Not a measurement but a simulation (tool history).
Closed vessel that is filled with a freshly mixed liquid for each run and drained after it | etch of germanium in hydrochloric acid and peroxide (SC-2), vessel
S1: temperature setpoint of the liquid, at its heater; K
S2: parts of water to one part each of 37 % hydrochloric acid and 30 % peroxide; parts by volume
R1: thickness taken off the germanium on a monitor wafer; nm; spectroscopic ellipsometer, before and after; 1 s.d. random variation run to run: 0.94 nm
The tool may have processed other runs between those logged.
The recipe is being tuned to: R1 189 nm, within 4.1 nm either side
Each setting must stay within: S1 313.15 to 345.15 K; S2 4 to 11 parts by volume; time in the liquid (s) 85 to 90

run 1 day=0 | S1=329.15 S2=6 time_in_the_liquid_(s)=85 | R1=254.52
run 2 day=0.25 | S1=329.15 S2=6 time_in_the_liquid_(s)=85 | R1=254.64
run 3 day=0.392 | S1=323.65 S2=6 time_in_the_liquid_(s)=85 | R1=213.92
run 4 day=0.742 | S1=322.65 S2=6 time_in_the_liquid_(s)=85 | R1=206.09
run 5 day=0.958 | S1=322.65 S2=6 time_in_the_liquid_(s)=90 | R1=219.33
run 6 day=1.112 | S1=326.65 S2=6 time_in_the_liquid_(s)=90 | R1=249.7
run 7 day=1.4 | S1=324.15 S2=6 time_in_the_liquid_(s)=90 | R1=228.44
run 8 day=1.646 | S1=322.65 S2=6 time_in_the_liquid_(s)=90 | R1=219.75
run 9 day=1.917 | S1=321.65 S2=6 time_in_the_liquid_(s)=90 | R1=211.15
run 10 day=2.142 | S1=320.65 S2=6 time_in_the_liquid_(s)=90 | R1=205.35
run 11 day=2.5 | S1=320.15 S2=6 time_in_the_liquid_(s)=90 | R1=203.46
run 12 day=2.729 | S1=319.65 S2=6 time_in_the_liquid_(s)=90 | R1=198.46
run 13 day=3.046 | S1=319.15 S2=6 time_in_the_liquid_(s)=90 | R1=195.27

Exercise: of the 5 proposed moves below, exactly one satisfies all targets within the stated allowed misses. Which move is it?
run A day=3.362 | S1=321.65 S2=4.5 time_in_the_liquid_(s)=85 | R1=?
run B day=3.362 | S1=322.15 S2=7.5 time_in_the_liquid_(s)=85 | R1=?
run C day=3.362 | S1=320.15 S2=6.5 time_in_the_liquid_(s)=85 | R1=?
run D day=3.362 | S1=322.65 S2=7.5 time_in_the_liquid_(s)=85 | R1=?
run E day=3.362 | S1=320.15 S2=6 time_in_the_liquid_(s)=90 | R1=?

move=A R1=201.73
move=B R1=201.48
move=C R1=190.07
move=D R1=204.77
move=E R1=201.87
A: further off than the last run
B: further off than the last run
C: hits every target within its allowed miss
D: further off than the last run
E: further off than the last run
C meets every target.

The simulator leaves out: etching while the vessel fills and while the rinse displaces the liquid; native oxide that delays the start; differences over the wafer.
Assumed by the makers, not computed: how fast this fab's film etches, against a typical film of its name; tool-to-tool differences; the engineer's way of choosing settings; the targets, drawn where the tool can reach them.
